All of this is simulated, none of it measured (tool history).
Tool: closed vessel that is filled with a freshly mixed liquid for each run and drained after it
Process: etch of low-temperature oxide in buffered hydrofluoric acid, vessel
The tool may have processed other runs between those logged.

run,hour,temperature setpoint of the liquid (K),parts of 40 % ammonium fluoride to one part of 49 % hydrofluoric acid (parts by volume),time in the liquid (s),thickness taken off the low-temperature oxide on a monitor wafer (Å)
1,0.0,297.15,12.5,90,2461.5
2,5.7,294.15,12.5,90,2069.9
3,7.3,292.15,12.5,90,1867.1
4,11.8,292.15,14.5,90,1612.3
5,19.1,294.65,14.5,90,1839.1
6,23.5,291.15,14.5,90,1511.5
7,32.3,295.15,14.0,90,1974.1
8,39.2,297.15,14.0,90,2185.0
9,42.2,298.65,14.0,90,2374.0
10,46.1,299.65,14.0,90,2506.4
11,47.4,300.65,14.0,90,2636.0
12,49.7,301.65,14.0,90,2770.8
13,55.1,302.15,14.0,90,2893.8

Expected results for the next run?
14,59.5,302.65,14.0,90,?

Run 14 gave thickness taken off the low-temperature oxide on a monitor wafer (Å) 2942.8.

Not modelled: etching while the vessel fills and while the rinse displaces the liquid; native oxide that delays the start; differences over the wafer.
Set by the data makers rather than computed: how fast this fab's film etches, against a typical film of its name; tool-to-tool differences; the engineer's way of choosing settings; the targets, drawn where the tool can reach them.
